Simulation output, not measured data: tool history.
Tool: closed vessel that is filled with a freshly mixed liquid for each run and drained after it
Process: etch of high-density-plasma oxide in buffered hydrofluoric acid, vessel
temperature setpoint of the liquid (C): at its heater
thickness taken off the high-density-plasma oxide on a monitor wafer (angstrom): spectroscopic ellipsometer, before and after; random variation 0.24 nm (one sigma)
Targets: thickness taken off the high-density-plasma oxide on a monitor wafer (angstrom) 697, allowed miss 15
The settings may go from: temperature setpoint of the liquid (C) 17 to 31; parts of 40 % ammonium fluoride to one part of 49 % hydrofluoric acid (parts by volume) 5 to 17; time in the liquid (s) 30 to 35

run,hour,temperature setpoint of the liquid (C),parts of 40 % ammonium fluoride to one part of 49 % hydrofluoric acid (parts by volume),time in the liquid (s),thickness taken off the high-density-plasma oxide on a monitor wafer (angstrom)
1,0,23,10.5,35,379.96
2,2.1,23,13,35,308.5
3,9.7,25,12,35,373.83
4,12.7,23.5,12,35,345.28
5,19.1,25.5,12,35,383.88
6,27.1,23,12,35,334.3
7,34.4,25,11,35,406.77
8,39.5,26.5,10.5,35,461.2
9,44.4,27.5,10,35,512.74
10,47.5,28.5,9.5,35,559.83
11,52.8,29,9,35,588.68
12,60.7,29.5,9,35,606.88
13,69.5,30,9,35,622.65
14,74.9,30.5,9,35,640.27

4 next moves are on the table. One of them brings every result within its allowed miss. Which?
A,80.3,28.5,8.5,35,?
B,80.3,28.5,6,30,?
C,80.3,31,9,35,?
D,80.3,31,8.5,35,?

move,thickness taken off the high-density-plasma oxide on a monitor wafer (angstrom)
A,612.05
B,739.38
C,655.93
D,697.86
A: further off than the last run
B: takes the result that was furthest off past its target
C: nearer than the last run, and not there yet
D: meets every target
Answer: D
